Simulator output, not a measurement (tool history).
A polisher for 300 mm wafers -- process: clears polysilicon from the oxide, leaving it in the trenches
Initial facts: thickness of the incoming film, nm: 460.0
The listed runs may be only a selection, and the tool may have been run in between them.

run  hour  flow of slurry (ml/min)  pressure of the wafer on the pad (kPa)  speed of the pad under the wafer (m/s)  overpolish time after the end point (s)  time until the end point was called (s)  dishing of a wide line in a test structure (nm)
  1     0                      160                                      20                                    1.14                                       11                                   33.318                                           55.246
  2   2.5                      160                                      20                                    1.42                                       11                                   25.509                                           57.653
  3   9.4                      160                                    17.2                                    1.42                                       11                                   30.689                                           56.571
  4  14.2                      145                                    18.6                                    1.26                                        9                                   32.403                                           51.504
  5  22.7                      145                                    18.6                                    1.26                                       13                                   31.969                                            56.41
  6  29.2                      135                                    19.3                                     1.2                                       11                                   33.712                                           51.589
  7  30.1                      125                                    21.4                                    1.06                                        9                                   35.302                                           49.784
  8  33.1                      120                                    18.6                                     1.2                                        8                                   36.208                                           45.842
  9  41.6                      115                                    16.5                                    1.32                                        7                                   37.733                                           41.503
 10  44.4                      110                                    15.2                                    1.42                                        6                                   38.768                                           38.096
 11  52.6                      105                                    14.5                                     1.5                                        5                                   38.219                                           32.645

Run 12, settings as shown, results not yet in. Your forecast:
 12  56.8                      105                                    13.8                                    1.56                                        5                                        ?                                                ?

Run 12 yielded time until the end point was called (s) 38.581, dishing of a wide line in a test structure (nm) 35.199.

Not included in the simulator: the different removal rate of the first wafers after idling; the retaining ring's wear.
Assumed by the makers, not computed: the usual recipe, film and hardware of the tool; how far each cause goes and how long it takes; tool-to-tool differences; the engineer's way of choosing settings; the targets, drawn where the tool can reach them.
